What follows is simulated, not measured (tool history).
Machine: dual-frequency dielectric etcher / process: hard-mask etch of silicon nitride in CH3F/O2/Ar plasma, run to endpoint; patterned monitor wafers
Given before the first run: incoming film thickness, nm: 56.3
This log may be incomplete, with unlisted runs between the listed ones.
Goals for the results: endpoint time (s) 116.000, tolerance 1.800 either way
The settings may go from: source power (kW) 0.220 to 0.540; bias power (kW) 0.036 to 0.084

{"run": 1, "hour": 0.0, "source power (kW)": 0.38, "bias power (kW)": 0.06, "endpoint time (s)": 103.78}
{"run": 2, "hour": 6.3, "source power (kW)": 0.44, "bias power (kW)": 0.06, "endpoint time (s)": 96.944}
{"run": 3, "hour": 13.7, "source power (kW)": 0.41, "bias power (kW)": 0.06, "endpoint time (s)": 99.989}
{"run": 4, "hour": 17.5, "source power (kW)": 0.44, "bias power (kW)": 0.06, "endpoint time (s)": 97.255}
{"run": 5, "hour": 23.5, "source power (kW)": 0.44, "bias power (kW)": 0.053, "endpoint time (s)": 101.74}
{"run": 6, "hour": 32.3, "source power (kW)": 0.5, "bias power (kW)": 0.053, "endpoint time (s)": 95.813}
{"run": 7, "hour": 35.4, "source power (kW)": 0.44, "bias power (kW)": 0.052, "endpoint time (s)": 101.81}
{"run": 8, "hour": 37.4, "source power (kW)": 0.4, "bias power (kW)": 0.051, "endpoint time (s)": 107.49}
{"hour": 39.4, "done": "wet clean of the chamber"}
{"run": 9, "hour": 39.4, "source power (kW)": 0.38, "bias power (kW)": 0.051, "endpoint time (s)": 103.48}
{"run": 10, "hour": 47.3, "source power (kW)": 0.38, "bias power (kW)": 0.051, "endpoint time (s)": 103.55}

Which one of the following 4 next-run settings gets every result inside its allowed miss? There is exactly one.
{"run": "A", "hour": 55.2, "source power (kW)": 0.34, "bias power (kW)": 0.048, "endpoint time (s)": "?"}
{"run": "B", "hour": 55.2, "source power (kW)": 0.37, "bias power (kW)": 0.042, "endpoint time (s)": "?"}
{"run": "C", "hour": 55.2, "source power (kW)": 0.34, "bias power (kW)": 0.043, "endpoint time (s)": "?"}
{"run": "D", "hour": 55.2, "source power (kW)": 0.33, "bias power (kW)": 0.052, "endpoint time (s)": "?"}

move=A endpoint_time_(s)=111.520
move=B endpoint_time_(s)=112.800
move=C endpoint_time_(s)=116.080
move=D endpoint_time_(s)=109.670
A: moves toward the targets from the last run without getting all of them in spec
B: moves toward the targets from the last run without getting all of them in spec
C: each result inside its tolerance
D: moves toward the targets from the last run without getting all of them in spec
So the answer is move C, the one that meets all the targets.

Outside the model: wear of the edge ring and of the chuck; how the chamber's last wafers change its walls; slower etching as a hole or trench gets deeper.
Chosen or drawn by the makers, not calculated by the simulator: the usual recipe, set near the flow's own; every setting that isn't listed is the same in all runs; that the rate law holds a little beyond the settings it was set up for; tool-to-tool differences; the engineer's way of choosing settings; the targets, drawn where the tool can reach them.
